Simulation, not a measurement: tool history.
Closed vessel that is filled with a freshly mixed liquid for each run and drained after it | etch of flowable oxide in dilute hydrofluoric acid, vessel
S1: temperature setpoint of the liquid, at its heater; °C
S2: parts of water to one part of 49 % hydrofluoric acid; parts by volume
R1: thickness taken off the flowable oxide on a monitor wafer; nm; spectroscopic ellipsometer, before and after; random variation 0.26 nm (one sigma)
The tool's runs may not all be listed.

run 1 hour=0 | S1=26 S2=90 time_in_the_liquid_(s)=30 | R1=23.025
run 2 hour=7.2 | S1=26 S2=90 time_in_the_liquid_(s)=30 | R1=23.095
run 3 hour=9.6 | S1=27.5 S2=85 time_in_the_liquid_(s)=30 | R1=26.293
run 4 hour=16.5 | S1=27.5 S2=85 time_in_the_liquid_(s)=30 | R1=26.157
run 5 hour=20.2 | S1=27.5 S2=100 time_in_the_liquid_(s)=30 | R1=21.77
run 6 hour=29.1 | S1=27.5 S2=70 time_in_the_liquid_(s)=30 | R1=32.561

Forecast run 7:
run 7 hour=31.8 | S1=28 S2=70 time_in_the_liquid_(s)=30 | R1=?

R1: 32.851 nm

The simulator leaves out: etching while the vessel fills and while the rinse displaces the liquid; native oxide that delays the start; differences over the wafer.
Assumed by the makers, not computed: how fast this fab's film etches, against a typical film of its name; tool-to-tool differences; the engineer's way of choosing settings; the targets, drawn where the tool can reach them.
